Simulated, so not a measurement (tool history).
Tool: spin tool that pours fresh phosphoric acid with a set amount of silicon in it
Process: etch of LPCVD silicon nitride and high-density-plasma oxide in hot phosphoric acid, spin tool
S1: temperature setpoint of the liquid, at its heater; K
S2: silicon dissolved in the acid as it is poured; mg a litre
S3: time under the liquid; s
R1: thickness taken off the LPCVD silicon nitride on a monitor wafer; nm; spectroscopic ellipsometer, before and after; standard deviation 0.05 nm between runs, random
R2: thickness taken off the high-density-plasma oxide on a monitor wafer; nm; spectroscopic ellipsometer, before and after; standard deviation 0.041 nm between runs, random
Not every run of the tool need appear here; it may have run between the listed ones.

run	day	S1	S2	S3	R1	R2
1	0	436.15	12.5	150	13.597	0.89753
2	0.238	438.15	12.5	150	14.556	1.0351
3	0.425	438.15	12.5	125	12.136	0.90542
4	0.533	436.15	12.5	125	11.329	0.77329
5	0.725	436.15	12.5	175	15.955	1.1158
6	0.988	434.65	12.5	175	15.097	0.97527
7	1.108	434.65	10.5	175	15.152	1.0351

What does the tool deliver on the next run?
8	1.367	434.65	9	175	?	?

R1: 15.101 nm
R2: 1.0619 nm
